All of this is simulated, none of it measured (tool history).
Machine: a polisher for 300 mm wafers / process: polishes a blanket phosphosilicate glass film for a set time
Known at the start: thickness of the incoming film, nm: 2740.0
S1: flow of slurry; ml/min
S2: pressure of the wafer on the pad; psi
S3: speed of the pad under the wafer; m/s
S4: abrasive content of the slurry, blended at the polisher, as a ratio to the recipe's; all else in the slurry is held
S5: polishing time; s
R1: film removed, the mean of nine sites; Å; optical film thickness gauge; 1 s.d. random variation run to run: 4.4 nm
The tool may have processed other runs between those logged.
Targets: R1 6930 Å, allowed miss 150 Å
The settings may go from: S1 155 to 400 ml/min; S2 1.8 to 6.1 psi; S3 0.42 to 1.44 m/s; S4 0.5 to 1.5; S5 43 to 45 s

{"run": 1, "hour": 0.0, "S1": 255, "S2": 3.9, "S3": 0.92, "S4": 1, "S5": 43, "R1": 3574.7}
{"run": 2, "hour": 6.0, "S1": 205, "S2": 3.9, "S3": 0.92, "S4": 1, "S5": 43, "R1": 3461.9}
{"run": 3, "hour": 11.3, "S1": 160, "S2": 3.9, "S3": 0.92, "S4": 1, "S5": 43, "R1": 3316.2}
{"run": 4, "hour": 14.8, "S1": 205, "S2": 4.5, "S3": 0.94, "S4": 1, "S5": 43, "R1": 4109.1}
{"run": 5, "hour": 21.4, "S1": 155, "S2": 4.5, "S3": 0.94, "S4": 1, "S5": 43, "R1": 3855.7}
{"run": 6, "hour": 25.6, "S1": 155, "S2": 4.5, "S3": 0.94, "S4": 1, "S5": 45, "R1": 4080.6}
{"run": 7, "hour": 32.1, "S1": 205, "S2": 4.9, "S3": 0.94, "S4": 1, "S5": 45, "R1": 4622.1}
{"run": 8, "hour": 40.5, "S1": 240, "S2": 5.2, "S3": 0.96, "S4": 1, "S5": 45, "R1": 5108.3}
{"run": 9, "hour": 41.7, "S1": 245, "S2": 6.1, "S3": 1.06, "S4": 1, "S5": 45, "R1": 6429.2}

5 next moves are on the table. One of them brings every result within its allowed miss. Which?
{"run": "A", "hour": 42.9, "S1": 220, "S2": 6, "S3": 1, "S4": 1.05, "S5": 45, "R1": "?"}
{"run": "B", "hour": 42.9, "S1": 325, "S2": 5.7, "S3": 1.34, "S4": 0.85, "S5": 45, "R1": "?"}
{"run": "C", "hour": 42.9, "S1": 270, "S2": 6.1, "S3": 1, "S4": 0.9, "S5": 43, "R1": "?"}
{"run": "D", "hour": 42.9, "S1": 265, "S2": 6, "S3": 1.08, "S4": 1, "S5": 44, "R1": "?"}
{"run": "E", "hour": 42.9, "S1": 225, "S2": 5.7, "S3": 1.06, "S4": 1, "S5": 45, "R1": "?"}

move=A R1=6083
move=B R1=6844.4
move=C R1=5602.6
move=D R1=6320.6
move=E R1=5936.2
A: its largest miss is bigger than the last run's
B: in spec on every target
C: its largest miss is bigger than the last run's
D: its largest miss is bigger than the last run's
E: its largest miss is bigger than the last run's
Move B is the one to make.

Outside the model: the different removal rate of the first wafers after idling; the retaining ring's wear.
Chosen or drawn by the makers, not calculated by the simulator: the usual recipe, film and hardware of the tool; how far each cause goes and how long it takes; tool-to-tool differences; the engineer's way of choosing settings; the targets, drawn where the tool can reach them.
